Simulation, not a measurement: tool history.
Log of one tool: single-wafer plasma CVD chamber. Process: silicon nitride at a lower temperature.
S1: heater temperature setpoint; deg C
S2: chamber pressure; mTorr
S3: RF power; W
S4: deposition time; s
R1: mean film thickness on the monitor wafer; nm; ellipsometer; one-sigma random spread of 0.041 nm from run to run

run 1 hour=0 | S1=345 S2=1210 S3=240 S4=19.4 | R1=16.537
run 2 hour=6.9 | S1=345 S2=1310 S3=240 S4=19.4 | R1=16.929
run 3 hour=14.2 | S1=356 S2=1310 S3=240 S4=19.4 | R1=16.884
run 4 hour=22.2 | S1=356 S2=1390 S3=240 S4=19.4 | R1=17.149
run 5 hour=26.9 | S1=356 S2=1390 S3=240 S4=18.5 | R1=16.413
run 6 hour=34.6 | S1=356 S2=1450 S3=245 S4=18.5 | R1=16.879
run 7 hour=42.5 | S1=356 S2=1500 S3=250 S4=18.5 | R1=17.24
run 8 hour=46.3 | S1=356 S2=1540 S3=255 S4=18.5 | R1=17.677
run 9 hour=53.3 | S1=356 S2=1570 S3=255 S4=18.5 | R1=17.832
-- hour=58.2 thermocouple changed; heater temperature recalibrated
run 10 hour=58.2 | S1=356 S2=1600 S3=255 S4=18.5 | R1=17.932
run 11 hour=64.6 | S1=356 S2=1620 S3=255 S4=18.5 | R1=18.01

Predict the results of run 12:
run 12 hour=67.5 | S1=356 S2=1640 S3=255 S4=18.5 | R1=?

R1: 18.041 nm

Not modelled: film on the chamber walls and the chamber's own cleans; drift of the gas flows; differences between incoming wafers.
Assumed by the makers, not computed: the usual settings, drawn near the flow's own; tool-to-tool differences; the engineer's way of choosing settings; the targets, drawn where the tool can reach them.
